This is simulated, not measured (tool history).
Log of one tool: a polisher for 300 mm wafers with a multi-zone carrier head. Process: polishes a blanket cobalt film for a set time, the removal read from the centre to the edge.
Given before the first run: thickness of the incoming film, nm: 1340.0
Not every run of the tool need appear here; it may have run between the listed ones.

| run | hour | flow of slurry (ml/min) | pressure of the head's centre zone | pressure of the head's middle zone | pressure of the head's edge zone | polishing time (s) | film removed at the wafer's centre (nm) | film removed at mid-radius (nm) | film removed at the wafer's edge (nm) |
|---|---|---|---|---|---|---|---|---|---|
| 1 | 0 | 215 | 1 | 1 | 1 | 81 | 202.07 | 198.25 | 204.1 |
| 2 | 4.1 | 215 | 1 | 1 | 1 | 99 | 245.18 | 238.62 | 244.85 |
| 3 | 6.3 | 235 | 1.04 | 1.03 | 0.99 | 99 | 258.34 | 248.67 | 246.37 |
| 4 | 7.5 | 250 | 1.07 | 1.05 | 0.98 | 99 | 266 | 250.76 | 247.03 |
| 5 | 12.9 | 250 | 1.07 | 1.11 | 0.98 | 99 | 267.27 | 256.37 | 250.67 |
| 6 | 18.3 | 250 | 1.07 | 1.11 | 0.98 | 117 | 315.21 | 306.16 | 290.64 |
|  | 23.7 | slurry nozzle cleaned |
| 7 | 23.7 | 250 | 1.07 | 1.11 | 0.98 | 117 | 326.76 | 312.73 | 303.89 |
| 8 | 31.1 | 240 | 1.08 | 1.09 | 0.93 | 115 | 324.96 | 305.57 | 287.34 |

Estimate the outcome of run 9 from the log above:
| 9 | 34.3 | 235 | 1.08 | 1.07 | 0.9 | 112 | ? | ? | ? |

film removed at the wafer's centre (nm): 315.25
film removed at mid-radius (nm): 294.2
film removed at the wafer's edge (nm): 282.83
